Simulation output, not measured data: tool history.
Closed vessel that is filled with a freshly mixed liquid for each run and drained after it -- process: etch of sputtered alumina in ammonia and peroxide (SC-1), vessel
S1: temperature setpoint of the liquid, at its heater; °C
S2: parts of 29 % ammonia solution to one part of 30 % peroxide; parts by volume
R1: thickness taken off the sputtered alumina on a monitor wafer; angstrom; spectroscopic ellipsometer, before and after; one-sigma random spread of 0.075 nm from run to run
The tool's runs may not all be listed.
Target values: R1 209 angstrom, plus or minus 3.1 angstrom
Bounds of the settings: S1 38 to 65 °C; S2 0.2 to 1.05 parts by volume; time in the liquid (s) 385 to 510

Run 1, hour 0: S1 49 °C, S2 0.55 parts by volume, time in the liquid (s) 510. Result: R1 220.62 angstrom.
Run 2, hour 8.6: S1 55 °C, S2 0.55 parts by volume, time in the liquid (s) 510. Result: R1 304.94 angstrom.
Run 3, hour 9.8: S1 55 °C, S2 0.35 parts by volume, time in the liquid (s) 510. Result: R1 293.43 angstrom.
Run 4, hour 10.5: S1 55 °C, S2 0.35 parts by volume, time in the liquid (s) 385. Result: R1 222.29 angstrom.
Run 5, hour 14.7: S1 55 °C, S2 0.55 parts by volume, time in the liquid (s) 385. Result: R1 231.04 angstrom.
Run 6, hour 23: S1 55 °C, S2 0.55 parts by volume, time in the liquid (s) 510. Result: R1 304.96 angstrom.
Run 7, hour 23.8: S1 54 °C, S2 0.55 parts by volume, time in the liquid (s) 510. Result: R1 290.47 angstrom.
Run 8, hour 28.5: S1 53 °C, S2 0.55 parts by volume, time in the liquid (s) 510. Result: R1 275.11 angstrom.
Run 9, hour 36.8: S1 52 °C, S2 0.55 parts by volume, time in the liquid (s) 510. Result: R1 260.69 angstrom.
Run 10, hour 40.8: S1 51.5 °C, S2 0.55 parts by volume, time in the liquid (s) 510. Result: R1 250.9 angstrom.
Run 11, hour 47.1: S1 51 °C, S2 0.55 parts by volume, time in the liquid (s) 510. Result: R1 245.69 angstrom.
At hour 53.2: new drum of ammonia solution connected.
Run 12, hour 53.2: S1 50.5 °C, S2 0.55 parts by volume, time in the liquid (s) 510. Result: R1 243.04 angstrom.
Run 13, hour 58.5: S1 50 °C, S2 0.55 parts by volume, time in the liquid (s) 510. Result: R1 235.22 angstrom.

Which of these 5 next moves meets every target?
Run A, hour 63.8: S1 56.5 °C, S2 0.45 parts by volume, time in the liquid (s) 405. Result: R1 ?.
Run B, hour 63.8: S1 51.5 °C, S2 0.55 parts by volume, time in the liquid (s) 400. Result: R1 ?.
Run C, hour 63.8: S1 48 °C, S2 0.55 parts by volume, time in the liquid (s) 505. Result: R1 ?.
Run D, hour 63.8: S1 56.5 °C, S2 0.5 parts by volume, time in the liquid (s) 410. Result: R1 ?.
Run E, hour 63.8: S1 56.5 °C, S2 0.45 parts by volume, time in the liquid (s) 395. Result: R1 ?.

move      R1
   A  259.17
   B  199.64
   C  207.84
   D     265
   E  252.77
A: further off than the last run
B: takes the result that was furthest off past its target
C: in spec on every target
D: further off than the last run
E: further off than the last run
Move C is the one to make.
